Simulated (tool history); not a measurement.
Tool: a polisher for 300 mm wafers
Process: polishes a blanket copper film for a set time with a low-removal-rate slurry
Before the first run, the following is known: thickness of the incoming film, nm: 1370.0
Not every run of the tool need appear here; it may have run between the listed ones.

run,hour,flow of slurry (ml/min),pressure of the wafer on the pad (kPa),speed of the pad under the wafer (cm/s),abrasive content of the slurry,polishing time (s),film removed (angstrom)
1,0,145,17.9,142,1,37,1261.7
2,8.9,145,17.9,162,1,37,1400.1
3,15.4,150,19.3,162,1,37,1515.5
4,24.2,150,19.3,162,1.15,37,1544.9
5,31.1,150,19.3,188,1.15,37,1757
6,34.1,150,19.3,188,1.15,37,1735.1
7,41.3,155,20,188,1.15,37,1836.2
8,45.2,160,20.7,188,1.15,37,1923.3

Predict the results of run 9:
9,51.2,165,20.7,188,1.15,37,?

{"run 9": {"film removed (angstrom)": 1898.6}}

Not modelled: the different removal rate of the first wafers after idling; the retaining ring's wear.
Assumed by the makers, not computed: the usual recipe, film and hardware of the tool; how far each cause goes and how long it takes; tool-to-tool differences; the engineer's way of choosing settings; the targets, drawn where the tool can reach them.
